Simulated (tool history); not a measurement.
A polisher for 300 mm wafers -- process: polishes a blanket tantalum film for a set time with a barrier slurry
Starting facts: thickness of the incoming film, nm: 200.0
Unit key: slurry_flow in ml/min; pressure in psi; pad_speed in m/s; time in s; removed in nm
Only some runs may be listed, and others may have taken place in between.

| run | day | slurry_flow | pressure | pad_speed | slurry_solids | time | removed |
|---|---|---|---|---|---|---|---|
| 1 | 0.000 | 295 | 2.4 | 0.98 | 1.0 | 23 | 40.924 |
| 2 | 0.279 | 295 | 2.9 | 0.98 | 1.0 | 23 | 49.875 |
| 3 | 0.500 | 295 | 2.5 | 0.98 | 1.0 | 23 | 42.710 |
| 4 | 0.688 | 290 | 2.1 | 0.88 | 1.0 | 23 | 32.332 |
| 5 | 0.808 | 285 | 1.8 | 0.82 | 1.0 | 23 | 26.173 |
| 6 | 0.854 | 285 | 1.8 | 0.82 | 1.0 | 20 | 22.616 |
| 7 | 0.996 | 275 | 1.6 | 0.82 | 1.0 | 20 | 19.895 |
| 8 | 1.342 | 250 | 1.6 | 0.82 | 1.0 | 20 | 19.862 |
|  | 1.583 | head pressure recalibrated |
| 9 | 1.583 | 230 | 1.6 | 0.82 | 1.0 | 20 | 18.874 |
| 10 | 1.942 | 220 | 1.6 | 0.82 | 1.0 | 20 | 18.731 |
| 11 | 2.267 | 210 | 1.6 | 0.82 | 1.0 | 20 | 18.514 |
| 12 | 2.604 | 200 | 1.6 | 0.82 | 1.0 | 20 | 18.732 |
| 13 | 2.962 | 195 | 1.6 | 0.82 | 1.0 | 20 | 18.263 |

Run 14 is up next; what results do you expect?
| 14 | 3.175 | 190 | 1.6 | 0.82 | 1.0 | 20 | ? |

{"run 14": {"removed": 18.506}}
